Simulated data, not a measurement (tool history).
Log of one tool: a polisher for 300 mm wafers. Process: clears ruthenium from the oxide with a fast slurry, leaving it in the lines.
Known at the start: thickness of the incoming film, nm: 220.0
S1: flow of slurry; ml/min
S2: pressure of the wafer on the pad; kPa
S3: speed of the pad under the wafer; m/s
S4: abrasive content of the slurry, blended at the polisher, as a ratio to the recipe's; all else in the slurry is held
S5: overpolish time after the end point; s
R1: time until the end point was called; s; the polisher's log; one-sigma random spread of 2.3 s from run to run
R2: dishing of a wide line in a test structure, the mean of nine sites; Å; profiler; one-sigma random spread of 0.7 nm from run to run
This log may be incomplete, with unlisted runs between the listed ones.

run,hour,S1,S2,S3,S4,S5,R1,R2
1,0,180,22.1,0.86,1,30,54.29,979.98
2,5,180,22.1,0.86,1.2,30,50.971,1042.1
3,8.8,180,22.1,0.94,1.2,30,47.068,1119.6
4,11.4,180,19.3,0.86,1.2,30,57.835,939.64
5,15.7,180,19.3,0.86,1.05,30,64.402,875.49
6,16.6,180,17.2,0.84,1.05,29,73.344,771.45

For run 7, what comes out?
7,19.8,180,15.9,0.82,1.05,28,?,?

Logged for run 7: R1 78.418 s, R2 711.72 Å.
